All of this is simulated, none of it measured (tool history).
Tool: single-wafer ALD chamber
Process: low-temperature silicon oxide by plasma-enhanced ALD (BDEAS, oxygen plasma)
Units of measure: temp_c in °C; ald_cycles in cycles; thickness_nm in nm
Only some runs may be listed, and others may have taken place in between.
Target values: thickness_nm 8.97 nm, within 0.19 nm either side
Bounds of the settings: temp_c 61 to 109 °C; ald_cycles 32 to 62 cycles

run 1 hour=0 | temp_c=85 ald_cycles=47 | thickness_nm=7.6603
run 2 hour=1.1 | temp_c=85 ald_cycles=41 | thickness_nm=6.6976
run 3 hour=2.3 | temp_c=85 ald_cycles=47 | thickness_nm=7.6973
run 4 hour=7.5 | temp_c=85 ald_cycles=49 | thickness_nm=8.0141
run 5 hour=9.8 | temp_c=81 ald_cycles=50 | thickness_nm=8.2747
run 6 hour=12.7 | temp_c=77 ald_cycles=50 | thickness_nm=8.3739
run 7 hour=13.5 | temp_c=75 ald_cycles=51 | thickness_nm=8.6517
run 8 hour=18.7 | temp_c=73 ald_cycles=51 | thickness_nm=8.7209
run 9 hour=21.2 | temp_c=72 ald_cycles=51 | thickness_nm=8.7266
run 10 hour=23.2 | temp_c=71 ald_cycles=51 | thickness_nm=8.716

Which single option among these 5 for the next run brings every result within its allowed miss of target? Just one does.
run A hour=25.2 | temp_c=68 ald_cycles=49 | thickness_nm=?
run B hour=25.2 | temp_c=63 ald_cycles=48 | thickness_nm=?
run C hour=25.2 | temp_c=62 ald_cycles=50 | thickness_nm=?
run D hour=25.2 | temp_c=75 ald_cycles=50 | thickness_nm=?
run E hour=25.2 | temp_c=61 ald_cycles=48 | thickness_nm=?

move=A thickness_nm=8.5301
move=B thickness_nm=8.509
move=C thickness_nm=8.8954
move=D thickness_nm=8.4811
move=E thickness_nm=8.5701
A: moves away from the targets compared with the last run
B: moves away from the targets compared with the last run
C: every result within its allowed miss
D: moves away from the targets compared with the last run
E: moves away from the targets compared with the last run
Correct choice: C, which meets every target
